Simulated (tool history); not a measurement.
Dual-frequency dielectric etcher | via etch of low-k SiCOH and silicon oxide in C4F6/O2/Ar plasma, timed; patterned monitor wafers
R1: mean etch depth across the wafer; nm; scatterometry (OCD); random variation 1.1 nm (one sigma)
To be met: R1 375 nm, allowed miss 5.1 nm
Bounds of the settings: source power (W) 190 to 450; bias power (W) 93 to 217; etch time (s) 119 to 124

run 1 day=0 | source_power_(W)=320 bias_power_(W)=155 etch_time_(s)=119 | R1=311.49
run 2 day=0.088 | source_power_(W)=320 bias_power_(W)=136 etch_time_(s)=119 | R1=299.98
run 3 day=0.212 | source_power_(W)=320 bias_power_(W)=159 etch_time_(s)=119 | R1=314.15
run 4 day=0.379 | source_power_(W)=320 bias_power_(W)=159 etch_time_(s)=119 | R1=313.58
run 5 day=0.454 | source_power_(W)=360 bias_power_(W)=164 etch_time_(s)=119 | R1=338.79
run 6 day=0.621 | source_power_(W)=360 bias_power_(W)=144 etch_time_(s)=119 | R1=326.23
run 7 day=0.688 | source_power_(W)=390 bias_power_(W)=145 etch_time_(s)=119 | R1=339.8
run 8 day=1.054 | source_power_(W)=410 bias_power_(W)=147 etch_time_(s)=119 | R1=350.48
run 9 day=1.112 | source_power_(W)=420 bias_power_(W)=149 etch_time_(s)=119 | R1=356.29
run 10 day=1.204 | source_power_(W)=430 bias_power_(W)=151 etch_time_(s)=119 | R1=362.98
run 11 day=1.579 | source_power_(W)=440 bias_power_(W)=152 etch_time_(s)=119 | R1=368.19
run 12 day=1.617 | source_power_(W)=440 bias_power_(W)=152 etch_time_(s)=119 | R1=368.63
run 13 day=1.85 | source_power_(W)=440 bias_power_(W)=153 etch_time_(s)=119 | R1=367.46
run 14 day=2.158 | source_power_(W)=440 bias_power_(W)=154 etch_time_(s)=119 | R1=368
run 15 day=2.446 | source_power_(W)=440 bias_power_(W)=155 etch_time_(s)=119 | R1=367.38
run 16 day=2.529 | source_power_(W)=440 bias_power_(W)=157 etch_time_(s)=119 | R1=370.15

Which of these 4 next moves meets every target?
run A day=2.612 | source_power_(W)=440 bias_power_(W)=160 etch_time_(s)=119.5 | R1=?
run B day=2.612 | source_power_(W)=410 bias_power_(W)=149 etch_time_(s)=122 | R1=?
run C day=2.612 | source_power_(W)=430 bias_power_(W)=144 etch_time_(s)=120.5 | R1=?
run D day=2.612 | source_power_(W)=440 bias_power_(W)=130 etch_time_(s)=123.5 | R1=?

move=A R1=374.93
move=B R1=362.7
move=C R1=363.96
move=D R1=368.19
A: meets every target
B: further off than the last run
C: further off than the last run
D: further off than the last run
Move A is the one to make.

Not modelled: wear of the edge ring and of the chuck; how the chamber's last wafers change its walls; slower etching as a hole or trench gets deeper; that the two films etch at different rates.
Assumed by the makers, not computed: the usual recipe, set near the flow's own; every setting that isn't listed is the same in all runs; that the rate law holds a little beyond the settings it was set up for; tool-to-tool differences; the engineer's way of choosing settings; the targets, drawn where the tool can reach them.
